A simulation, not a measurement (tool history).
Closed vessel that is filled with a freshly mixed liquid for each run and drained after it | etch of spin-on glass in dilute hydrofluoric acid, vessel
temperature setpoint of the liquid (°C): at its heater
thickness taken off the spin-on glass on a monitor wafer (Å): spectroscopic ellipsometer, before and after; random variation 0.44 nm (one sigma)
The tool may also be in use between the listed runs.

run,hour,temperature setpoint of the liquid (°C),parts of water to one part of 49 % hydrofluoric acid (parts by volume),time in the liquid (s),thickness taken off the spin-on glass on a monitor wafer (Å)
1,0.0,24.0,285,490,606.97
2,0.9,24.0,285,490,607.72
3,8.3,24.0,285,490,610.62
4,15.9,24.0,285,530,655.81
5,16.9,24.0,285,530,650.94
6,20.4,25.5,280,530,704.39

Run 7 is up next; what results do you expect?
7,28.0,26.5,270,530,?

{"run 7": {"thickness taken off the spin-on glass on a monitor wafer (Å)": 764.94}}
